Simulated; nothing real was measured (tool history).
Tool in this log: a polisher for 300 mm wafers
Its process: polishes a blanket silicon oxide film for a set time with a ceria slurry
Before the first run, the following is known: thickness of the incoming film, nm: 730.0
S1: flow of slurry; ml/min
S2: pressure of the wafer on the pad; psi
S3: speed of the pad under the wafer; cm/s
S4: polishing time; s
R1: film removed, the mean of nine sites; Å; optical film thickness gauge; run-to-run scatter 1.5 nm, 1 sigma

run  hour   S1   S2  S3  S4      R1
  1     0  240  2.5  88  63  1789.5
  2   1.7  240  2.9  88  63  2053.5
  3   5.3  240  2.4  86  63  1681.3
  4   5.9  240  2.4  86  66  1774.4
  5  12.7  240    3  86  66  2106.7
  6  19.6  240  2.4  82  66  1664.9
  7  26.6  240  2.1  82  66  1515.8
  8  29.5  240  1.8  82  66  1323.3
  9  32.3  240  1.3  80  66  1009.7

What does the tool deliver on the next run?
 10  36.9  240  1.3  80  66   ?

Run 10 came out at R1 1016.2 Å.
